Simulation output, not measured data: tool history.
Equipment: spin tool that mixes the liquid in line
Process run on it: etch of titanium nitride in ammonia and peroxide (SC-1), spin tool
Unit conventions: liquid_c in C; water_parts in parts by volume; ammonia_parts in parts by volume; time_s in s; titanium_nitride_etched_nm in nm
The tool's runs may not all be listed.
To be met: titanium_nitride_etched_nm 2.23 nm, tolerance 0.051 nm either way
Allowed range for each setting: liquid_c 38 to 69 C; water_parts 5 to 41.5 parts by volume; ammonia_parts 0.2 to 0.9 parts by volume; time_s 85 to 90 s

run	hour	liquid_c	water_parts	ammonia_parts	time_s	titanium_nitride_etched_nm
1	0	53	23	0.5	85	6.2126
2	2.7	53	23	0.4	85	6.0539
3	11.1	48	23	0.4	85	4.2293
4	19.9	48	23	0.3	85	3.9747
5	26.8	48	18.5	0.3	85	4.5268
6	35.6	52.5	18.5	0.3	85	6.2178
# hour 37.5: thermometer replaced
7	37.5	47.5	18.5	0.3	85	4.9208
8	40.1	44	20.5	0.3	85	3.5866
9	42.7	42	22	0.3	85	2.9868
10	50.3	40.5	22.5	0.3	85	2.6828
11	51.3	39.5	23	0.3	85	2.4297

Consider the 4 candidate settings below. Which is the only one whose results all fall within their allowed miss of target?
A	52.3	40	24	0.25	85	?
B	52.3	38.5	25.5	0.35	90	?
C	52.3	41.5	40.5	0.5	85	?
D	52.3	40.5	28.5	0.25	90	?

move	titanium_nitride_etched_nm
A	2.3666
B	2.3099
C	2.2379
D	2.3567
A: nearer than the last run, and not there yet
B: nearer than the last run, and not there yet
C: meets every target
D: nearer than the last run, and not there yet
The move that meets every target is C.
